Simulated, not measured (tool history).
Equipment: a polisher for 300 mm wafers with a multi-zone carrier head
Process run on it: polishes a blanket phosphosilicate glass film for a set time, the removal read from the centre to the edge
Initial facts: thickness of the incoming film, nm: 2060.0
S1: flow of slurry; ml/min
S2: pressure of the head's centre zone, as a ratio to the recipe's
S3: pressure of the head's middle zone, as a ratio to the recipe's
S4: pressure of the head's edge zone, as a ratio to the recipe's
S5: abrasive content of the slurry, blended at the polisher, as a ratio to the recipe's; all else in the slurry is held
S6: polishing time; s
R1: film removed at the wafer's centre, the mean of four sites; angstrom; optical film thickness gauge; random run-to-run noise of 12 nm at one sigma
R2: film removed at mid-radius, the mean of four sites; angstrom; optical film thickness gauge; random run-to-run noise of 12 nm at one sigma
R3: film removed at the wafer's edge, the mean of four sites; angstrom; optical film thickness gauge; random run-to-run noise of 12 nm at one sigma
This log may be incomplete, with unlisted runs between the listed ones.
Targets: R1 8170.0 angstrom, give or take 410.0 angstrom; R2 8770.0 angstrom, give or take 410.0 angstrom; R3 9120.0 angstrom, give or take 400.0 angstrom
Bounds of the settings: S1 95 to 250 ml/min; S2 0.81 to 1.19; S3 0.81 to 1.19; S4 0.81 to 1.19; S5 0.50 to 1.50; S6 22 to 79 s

{"run": 1, "hour": 0.0, "S1": 160, "S2": 1.0, "S3": 1.0, "S4": 1.0, "S5": 1.0, "S6": 50, "R1": 5443.9, "R2": 5136.7, "R3": 5165.9}
{"run": 2, "hour": 5.4, "S1": 160, "S2": 0.97, "S3": 1.01, "S4": 1.04, "S5": 1.15, "S6": 54, "R1": 6198.2, "R2": 6128.7, "R3": 6118.4}
{"run": 3, "hour": 11.0, "S1": 130, "S2": 0.97, "S3": 1.01, "S4": 1.04, "S5": 1.15, "S6": 54, "R1": 5983.3, "R2": 5807.4, "R3": 5989.9}
{"run": 4, "hour": 14.5, "S1": 135, "S2": 0.95, "S3": 1.02, "S4": 1.07, "S5": 1.25, "S6": 57, "R1": 6239.7, "R2": 6466.9, "R3": 6618.5}
{"run": 5, "hour": 21.6, "S1": 140, "S2": 0.95, "S3": 1.02, "S4": 1.09, "S5": 1.3, "S6": 60, "R1": 6859.2, "R2": 6996.1, "R3": 7280.8}
{"run": 6, "hour": 26.9, "S1": 140, "S2": 0.95, "S3": 0.98, "S4": 1.09, "S5": 1.3, "S6": 60, "R1": 6902.8, "R2": 6697.7, "R3": 7193.2}
{"run": 7, "hour": 35.6, "S1": 145, "S2": 0.95, "S3": 1.0, "S4": 1.11, "S5": 1.35, "S6": 62, "R1": 7034.0, "R2": 7390.8, "R3": 7831.7}
{"run": 8, "hour": 42.4, "S1": 155, "S2": 0.98, "S3": 1.01, "S4": 1.12, "S5": 1.4, "S6": 62, "R1": 7785.3, "R2": 7607.0, "R3": 8023.7}
{"hour": 51.3, "done": "centre zone pressure recalibrated"}
{"run": 9, "hour": 51.3, "S1": 170, "S2": 0.91, "S3": 1.06, "S4": 1.18, "S5": 1.5, "S6": 65, "R1": 7401.0, "R2": 8767.7, "R3": 8970.0}
{"run": 10, "hour": 52.5, "S1": 175, "S2": 0.93, "S3": 1.05, "S4": 1.18, "S5": 1.5, "S6": 65, "R1": 7789.9, "R2": 8766.4, "R3": 8805.4}
{"run": 11, "hour": 57.3, "S1": 175, "S2": 0.93, "S3": 1.04, "S4": 1.18, "S5": 1.5, "S6": 65, "R1": 7902.9, "R2": 8542.5, "R3": 9002.9}

Exactly one of the 5 candidate moves below puts every result within its allowed miss. Which one?
{"run": "A", "hour": 62.1, "S1": 165, "S2": 0.9, "S3": 0.95, "S4": 1.19, "S5": 1.5, "S6": 66, "R1": "?", "R2": "?", "R3": "?"}
{"run": "B", "hour": 62.1, "S1": 190, "S2": 0.96, "S3": 1.14, "S4": 1.1, "S5": 1.35, "S6": 68, "R1": "?", "R2": "?", "R3": "?"}
{"run": "C", "hour": 62.1, "S1": 210, "S2": 0.95, "S3": 1.03, "S4": 1.18, "S5": 1.35, "S6": 68, "R1": "?", "R2": "?", "R3": "?"}
{"run": "D", "hour": 62.1, "S1": 160, "S2": 0.88, "S3": 1.05, "S4": 1.18, "S5": 1.5, "S6": 64, "R1": "?", "R2": "?", "R3": "?"}
{"run": "E", "hour": 62.1, "S1": 175, "S2": 0.99, "S3": 1.15, "S4": 1.07, "S5": 1.5, "S6": 63, "R1": "?", "R2": "?", "R3": "?"}

move=A R1=7452.9 R2=7859.0 R3=9103.8
move=B R1=8085.1 R2=9283.5 R3=8800.7
move=C R1=8132.5 R2=8643.5 R3=9211.1
move=D R1=7022.6 R2=8244.3 R3=8742.8
move=E R1=7938.8 R2=8917.5 R3=8315.9
A: its largest miss is bigger than the last run's
B: the worst result of the last run now meets its target, but another is out of spec
C: every result lands within tolerance
D: its largest miss is bigger than the last run's
E: the worst result of the last run now meets its target, but another is out of spec
C meets every target.
